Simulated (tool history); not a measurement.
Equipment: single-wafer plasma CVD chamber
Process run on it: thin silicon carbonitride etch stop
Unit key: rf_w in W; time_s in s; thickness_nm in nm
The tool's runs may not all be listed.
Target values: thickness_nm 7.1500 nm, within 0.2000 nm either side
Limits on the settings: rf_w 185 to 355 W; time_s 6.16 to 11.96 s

Run 1, hour 0.0: rf_w 270 W, time_s 9.06 s. Result: thickness_nm 5.7768 nm.
Run 2, hour 8.4: rf_w 245 W, time_s 9.06 s. Result: thickness_nm 5.6434 nm.
Run 3, hour 14.2: rf_w 250 W, time_s 9.38 s. Result: thickness_nm 5.8230 nm.
Run 4, hour 18.1: rf_w 280 W, time_s 9.38 s. Result: thickness_nm 5.9722 nm.
Run 5, hour 21.6: rf_w 285 W, time_s 9.68 s. Result: thickness_nm 6.2005 nm.
Run 6, hour 24.2: rf_w 255 W, time_s 9.68 s. Result: thickness_nm 6.1173 nm.
Run 7, hour 29.8: rf_w 255 W, time_s 9.90 s. Result: thickness_nm 6.2213 nm.
At hour 34.3: RF generator calibrated.
Run 8, hour 34.3: rf_w 260 W, time_s 10.10 s. Result: thickness_nm 6.4148 nm.
Run 9, hour 41.2: rf_w 265 W, time_s 10.25 s. Result: thickness_nm 6.5560 nm.

Of the 4 settings listed for the next run, only one would bring every result within its allowed miss of target. Which one?
Run A, hour 48.1: rf_w 280 W, time_s 11.07 s. Result: thickness_nm ?.
Run B, hour 48.1: rf_w 275 W, time_s 11.86 s. Result: thickness_nm ?.
Run C, hour 48.1: rf_w 290 W, time_s 10.33 s. Result: thickness_nm ?.
Run D, hour 48.1: rf_w 235 W, time_s 9.21 s. Result: thickness_nm ?.

move  thickness_nm
   A        7.1495
   B        7.6310
   C        6.7211
   D        5.7396
A: each result inside its tolerance
B: takes the biggest miss from the last run beyond its target
C: gains on the last run, yet a result remains outside its allowed miss
D: its largest miss is bigger than the last run's
The right move is A.
